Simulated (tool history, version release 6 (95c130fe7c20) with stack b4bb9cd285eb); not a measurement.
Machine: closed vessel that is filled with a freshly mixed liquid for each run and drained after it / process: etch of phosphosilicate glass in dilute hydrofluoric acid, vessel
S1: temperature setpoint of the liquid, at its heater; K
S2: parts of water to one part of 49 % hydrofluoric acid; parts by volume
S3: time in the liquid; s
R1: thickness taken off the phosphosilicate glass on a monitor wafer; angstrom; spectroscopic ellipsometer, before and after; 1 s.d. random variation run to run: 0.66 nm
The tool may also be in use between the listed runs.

run	hour	S1	S2	S3	R1
1	0.0	296.15	185	105	480.51
2	5.5	298.15	155	105	638.92
3	6.3	298.15	125	105	819.03
4	13.4	298.15	180	105	531.46
5	17.8	299.65	155	105	677.25
6	20.6	299.65	205	105	479.55

Run 7 has not been measured yet. What should we expect?
7	25.8	300.65	175	105	?

Run 7 yielded R1 602.78 angstrom.
